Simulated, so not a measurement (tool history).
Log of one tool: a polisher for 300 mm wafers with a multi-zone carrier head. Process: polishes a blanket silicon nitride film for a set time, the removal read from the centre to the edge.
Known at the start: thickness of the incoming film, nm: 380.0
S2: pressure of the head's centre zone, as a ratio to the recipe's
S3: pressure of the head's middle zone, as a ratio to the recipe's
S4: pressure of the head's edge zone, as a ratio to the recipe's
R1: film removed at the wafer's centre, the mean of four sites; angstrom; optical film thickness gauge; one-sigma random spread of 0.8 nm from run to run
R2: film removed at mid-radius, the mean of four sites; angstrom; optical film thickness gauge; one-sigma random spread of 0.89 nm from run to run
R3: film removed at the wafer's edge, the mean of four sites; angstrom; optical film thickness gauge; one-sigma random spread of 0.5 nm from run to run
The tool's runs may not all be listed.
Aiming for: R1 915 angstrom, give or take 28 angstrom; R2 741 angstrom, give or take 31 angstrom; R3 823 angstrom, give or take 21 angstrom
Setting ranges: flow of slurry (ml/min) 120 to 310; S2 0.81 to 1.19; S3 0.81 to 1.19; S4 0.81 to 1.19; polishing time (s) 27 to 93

Run 1, hour 0: flow of slurry (ml/min) 200, S2 1, S3 1, S4 1, polishing time (s) 59. Result: R1 1711.6 angstrom, R2 1478.6 angstrom, R3 1590.5 angstrom.
Run 2, hour 5.6: flow of slurry (ml/min) 200, S2 1, S3 1, S4 0.92, polishing time (s) 59. Result: R1 1725.9 angstrom, R2 1505.3 angstrom, R3 1522.6 angstrom.
Run 3, hour 8.8: flow of slurry (ml/min) 185, S2 0.99, S3 0.95, S4 0.9, polishing time (s) 49. Result: R1 1402.7 angstrom, R2 1188 angstrom, R3 1243.1 angstrom.
Run 4, hour 9.4: flow of slurry (ml/min) 175, S2 0.98, S3 0.92, S4 0.88, polishing time (s) 43. Result: R1 1219.6 angstrom, R2 1037 angstrom, R3 1076.6 angstrom.
At hour 11.4: centre zone pressure recalibrated.
Run 5, hour 11.4: flow of slurry (ml/min) 220, S2 0.98, S3 0.92, S4 0.88, polishing time (s) 43. Result: R1 1141.6 angstrom, R2 1048.2 angstrom, R3 1098.5 angstrom.
Run 6, hour 17.6: flow of slurry (ml/min) 265, S2 0.98, S3 0.92, S4 0.88, polishing time (s) 43. Result: R1 1143.9 angstrom, R2 1065 angstrom, R3 1114.5 angstrom.
Run 7, hour 23.2: flow of slurry (ml/min) 265, S2 0.98, S3 0.92, S4 0.88, polishing time (s) 43. Result: R1 1150.2 angstrom, R2 1072.6 angstrom, R3 1109.7 angstrom.
Run 8, hour 31.9: flow of slurry (ml/min) 210, S2 1.03, S3 0.82, S4 0.81, polishing time (s) 27. Result: R1 739.44 angstrom, R2 608.21 angstrom, R3 657.65 angstrom.

Below are 5 possible settings for the next run. Only one of them brings all results inside the allowed miss of their targets. Which is it?
Run A, hour 40.6: flow of slurry (ml/min) 250, S2 0.96, S3 0.81, S4 0.93, polishing time (s) 33. Result: R1 ?, R2 ?, R3 ?.
Run B, hour 40.6: flow of slurry (ml/min) 195, S2 1.19, S3 0.81, S4 0.83, polishing time (s) 31. Result: R1 ?, R2 ?, R3 ?.
Run C, hour 40.6: flow of slurry (ml/min) 220, S2 1.04, S3 0.81, S4 0.82, polishing time (s) 33. Result: R1 ?, R2 ?, R3 ?.
Run D, hour 40.6: flow of slurry (ml/min) 220, S2 1.11, S3 0.81, S4 0.85, polishing time (s) 31. Result: R1 ?, R2 ?, R3 ?.
Run E, hour 40.6: flow of slurry (ml/min) 190, S2 1.12, S3 0.81, S4 0.97, polishing time (s) 31. Result: R1 ?, R2 ?, R3 ?.

move      R1      R2      R3
   A   849.3  755.28  873.52
   B  964.83   692.2  765.69
   C  908.58  746.16  817.87
   D  911.39  700.65  780.61
   E  905.09  690.52  820.81
A: the result that was furthest off in the last run now lies on the other side of its target
B: closes in on the targets versus the last run, not all within tolerance yet
C: in spec on every target
D: closes in on the targets versus the last run, not all within tolerance yet
E: corrects the largest miss of the last run, while another result sits out of spec
Answer: C

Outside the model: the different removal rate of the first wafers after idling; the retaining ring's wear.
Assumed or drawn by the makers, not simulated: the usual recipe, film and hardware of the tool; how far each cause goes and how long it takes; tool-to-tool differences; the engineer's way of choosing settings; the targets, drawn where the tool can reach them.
